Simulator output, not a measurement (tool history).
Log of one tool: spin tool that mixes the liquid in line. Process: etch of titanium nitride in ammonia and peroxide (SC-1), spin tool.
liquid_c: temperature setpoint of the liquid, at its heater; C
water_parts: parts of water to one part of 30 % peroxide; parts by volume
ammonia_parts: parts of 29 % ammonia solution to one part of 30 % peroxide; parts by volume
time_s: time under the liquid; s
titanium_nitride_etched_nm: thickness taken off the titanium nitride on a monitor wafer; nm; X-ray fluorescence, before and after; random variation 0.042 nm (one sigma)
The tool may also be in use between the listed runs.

run,hour,liquid_c,water_parts,ammonia_parts,time_s,titanium_nitride_etched_nm
1,0.0,58.0,10.5,0.95,25,1.9492
2,4.5,60.5,10.5,0.95,25,2.3372
3,7.4,62.5,10.5,0.95,25,2.6994
4,9.9,64.0,10.5,0.95,25,2.9300
5,15.1,64.0,10.5,0.70,25,2.8412
6,23.0,65.0,10.5,0.70,25,2.9405

Forecast run 7:
7,25.3,66.0,10.5,0.70,25,?

Run 7 gave titanium_nitride_etched_nm 3.2128 nm.

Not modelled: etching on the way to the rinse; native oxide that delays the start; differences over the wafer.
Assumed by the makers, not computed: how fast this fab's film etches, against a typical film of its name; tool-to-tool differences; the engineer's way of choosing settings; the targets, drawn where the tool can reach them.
